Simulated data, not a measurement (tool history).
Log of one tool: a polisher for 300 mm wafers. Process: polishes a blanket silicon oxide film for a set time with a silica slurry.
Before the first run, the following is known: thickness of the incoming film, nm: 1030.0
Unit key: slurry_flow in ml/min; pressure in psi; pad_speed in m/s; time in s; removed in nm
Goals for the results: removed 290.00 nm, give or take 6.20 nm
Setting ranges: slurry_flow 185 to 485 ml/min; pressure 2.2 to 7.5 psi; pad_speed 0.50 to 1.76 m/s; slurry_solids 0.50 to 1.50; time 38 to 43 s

run  hour  slurry_flow  pressure  pad_speed  slurry_solids  time  removed
  1   0.0          310       4.8       1.12           1.00    43   194.27
  2   3.0          315       5.3       1.12           1.00    43   214.72
  3   4.8          320       5.7       1.12           1.00    43   228.81
  4   7.9          320       5.7       1.12           1.00    38   204.62
  5  15.0          320       4.5       1.12           1.00    38   162.25
  6  23.4          315       5.3       1.12           1.00    38   189.47
  7  25.3          315       5.9       1.12           1.00    38   207.99
  8  26.9          335       6.4       1.14           1.00    38   231.65
  9  35.3          335       6.7       1.16           1.00    38   245.41
 10  42.0          335       6.9       1.18           1.00    38   254.28
 11  50.7          335       6.9       1.18           1.00    38   256.57
 12  56.9          335       7.1       1.20           1.00    38   269.65
 13  60.3          335       7.2       1.20           1.00    38   273.24
 14  62.2          335       7.3       1.20           1.00    38   272.25
 15  67.7          345       7.4       1.22           1.00    38   282.78

Exercise: of the 5 proposed moves below, exactly one satisfies all targets within the stated allowed misses. Which move is it?
  A  73.2          435       5.8       1.60           1.20    38        ?
  B  73.2          350       6.9       1.32           1.05    38        ?
  C  73.2          405       7.5       1.14           1.00    38        ?
  D  73.2          340       7.5       1.22           0.85    40        ?
  E  73.2          335       7.4       1.12           1.15    41        ?

move  removed
   A   307.98
   B   288.69
   C   274.54
   D   274.44
   E   304.85
A: pushes the last run's worst result past its target
B: all results in spec
C: the biggest miss grows against the last run
D: the biggest miss grows against the last run
E: pushes the last run's worst result past its target
The move that meets every target is B.
